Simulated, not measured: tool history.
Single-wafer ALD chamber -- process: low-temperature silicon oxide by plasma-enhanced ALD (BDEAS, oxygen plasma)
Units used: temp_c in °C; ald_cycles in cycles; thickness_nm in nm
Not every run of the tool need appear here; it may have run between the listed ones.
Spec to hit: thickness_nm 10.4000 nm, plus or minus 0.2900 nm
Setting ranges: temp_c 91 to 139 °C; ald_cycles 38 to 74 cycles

{"run": 1, "hour": 0.0, "temp_c": 115, "ald_cycles": 56, "thickness_nm": 8.4772}
{"run": 2, "hour": 3.8, "temp_c": 115, "ald_cycles": 62, "thickness_nm": 9.4353}
{"run": 3, "hour": 6.7, "temp_c": 115, "ald_cycles": 64, "thickness_nm": 9.709}
{"run": 4, "hour": 13.5, "temp_c": 115, "ald_cycles": 65, "thickness_nm": 9.8144}
{"run": 5, "hour": 18.3, "temp_c": 115, "ald_cycles": 66, "thickness_nm": 10.006}
{"run": 6, "hour": 20.1, "temp_c": 115, "ald_cycles": 72, "thickness_nm": 10.991}
{"run": 7, "hour": 23.0, "temp_c": 115, "ald_cycles": 72, "thickness_nm": 10.923}
{"run": 8, "hour": 29.5, "temp_c": 115, "ald_cycles": 71, "thickness_nm": 10.829}

Below are 5 possible settings for the next run. Only one of them brings all results inside the allowed miss of their targets. Which is it?
{"run": "A", "hour": 36.0, "temp_c": 129, "ald_cycles": 74, "thickness_nm": "?"}
{"run": "B", "hour": 36.0, "temp_c": 113, "ald_cycles": 74, "thickness_nm": "?"}
{"run": "C", "hour": 36.0, "temp_c": 106, "ald_cycles": 68, "thickness_nm": "?"}
{"run": "D", "hour": 36.0, "temp_c": 110, "ald_cycles": 73, "thickness_nm": "?"}
{"run": "E", "hour": 36.0, "temp_c": 115, "ald_cycles": 74, "thickness_nm": "?"}

move=A thickness_nm=10.9550
move=B thickness_nm=11.2600
move=C thickness_nm=10.4700
move=D thickness_nm=11.1640
move=E thickness_nm=11.2220
A: its largest miss is bigger than the last run's
B: its largest miss is bigger than the last run's
C: each result inside its tolerance
D: its largest miss is bigger than the last run's
E: its largest miss is bigger than the last run's
Correct choice: C, which meets every target

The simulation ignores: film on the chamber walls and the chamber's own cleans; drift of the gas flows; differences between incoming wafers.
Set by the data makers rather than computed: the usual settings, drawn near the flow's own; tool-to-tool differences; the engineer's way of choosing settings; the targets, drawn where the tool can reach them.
